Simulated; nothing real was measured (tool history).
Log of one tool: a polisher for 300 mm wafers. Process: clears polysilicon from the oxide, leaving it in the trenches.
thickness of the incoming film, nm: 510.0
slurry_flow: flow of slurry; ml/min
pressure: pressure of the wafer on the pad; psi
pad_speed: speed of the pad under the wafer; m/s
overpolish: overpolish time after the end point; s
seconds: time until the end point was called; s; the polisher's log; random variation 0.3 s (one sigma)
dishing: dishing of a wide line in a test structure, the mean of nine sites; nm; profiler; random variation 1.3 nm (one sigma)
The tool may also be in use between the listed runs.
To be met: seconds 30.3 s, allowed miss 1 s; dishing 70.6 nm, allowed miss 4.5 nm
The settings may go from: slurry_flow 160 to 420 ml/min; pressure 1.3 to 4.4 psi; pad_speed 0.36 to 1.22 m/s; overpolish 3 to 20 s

{"run": 1, "hour": 0.0, "slurry_flow": 270, "pressure": 2.8, "pad_speed": 0.78, "overpolish": 10, "seconds": 45.954, "dishing": 56.667}
{"run": 2, "hour": 5.5, "slurry_flow": 205, "pressure": 2.8, "pad_speed": 0.78, "overpolish": 10, "seconds": 46.87, "dishing": 56.912}
{"run": 3, "hour": 11.6, "slurry_flow": 205, "pressure": 3.1, "pad_speed": 0.78, "overpolish": 10, "seconds": 42.854, "dishing": 60.768}
{"run": 4, "hour": 12.7, "slurry_flow": 210, "pressure": 3.4, "pad_speed": 0.78, "overpolish": 10, "seconds": 38.884, "dishing": 59.373}
{"run": 5, "hour": 18.6, "slurry_flow": 210, "pressure": 3.6, "pad_speed": 0.78, "overpolish": 11, "seconds": 36.271, "dishing": 64.255}
{"run": 6, "hour": 24.4, "slurry_flow": 210, "pressure": 3.7, "pad_speed": 0.78, "overpolish": 11, "seconds": 35.735, "dishing": 64.075}
{"run": 7, "hour": 33.2, "slurry_flow": 210, "pressure": 3.8, "pad_speed": 0.78, "overpolish": 11, "seconds": 35.052, "dishing": 65.279}
{"run": 8, "hour": 37.1, "slurry_flow": 210, "pressure": 3.9, "pad_speed": 0.78, "overpolish": 11, "seconds": 33.73, "dishing": 68.256}
{"run": 9, "hour": 44.6, "slurry_flow": 210, "pressure": 4, "pad_speed": 0.78, "overpolish": 11, "seconds": 33.416, "dishing": 64.872}
{"run": 10, "hour": 51.9, "slurry_flow": 210, "pressure": 4.1, "pad_speed": 0.78, "overpolish": 11, "seconds": 32.661, "dishing": 66.413}
{"run": 11, "hour": 56.8, "slurry_flow": 210, "pressure": 4.2, "pad_speed": 0.78, "overpolish": 11, "seconds": 31.707, "dishing": 65.723}

5 next moves are on the table. One of them brings every result within its allowed miss. Which?
{"run": "A", "hour": 61.7, "slurry_flow": 215, "pressure": 4.1, "pad_speed": 0.78, "overpolish": 9, "seconds": "?", "dishing": "?"}
{"run": "B", "hour": 61.7, "slurry_flow": 205, "pressure": 3.8, "pad_speed": 0.82, "overpolish": 14, "seconds": "?", "dishing": "?"}
{"run": "C", "hour": 61.7, "slurry_flow": 160, "pressure": 4, "pad_speed": 0.82, "overpolish": 11, "seconds": "?", "dishing": "?"}
{"run": "D", "hour": 61.7, "slurry_flow": 255, "pressure": 4.2, "pad_speed": 0.8, "overpolish": 8, "seconds": "?", "dishing": "?"}
{"run": "E", "hour": 61.7, "slurry_flow": 225, "pressure": 4.2, "pad_speed": 0.82, "overpolish": 12, "seconds": "?", "dishing": "?"}

move=A seconds=32.561 dishing=64.67
move=B seconds=33.576 dishing=72.889
move=C seconds=32.982 dishing=68.886
move=D seconds=30.483 dishing=63.39
move=E seconds=30.147 dishing=72.154
A: further off than the last run
B: further off than the last run
C: further off than the last run
D: brings the result that was furthest off to its target, and leaves another outside
E: meets every target
Answer: E

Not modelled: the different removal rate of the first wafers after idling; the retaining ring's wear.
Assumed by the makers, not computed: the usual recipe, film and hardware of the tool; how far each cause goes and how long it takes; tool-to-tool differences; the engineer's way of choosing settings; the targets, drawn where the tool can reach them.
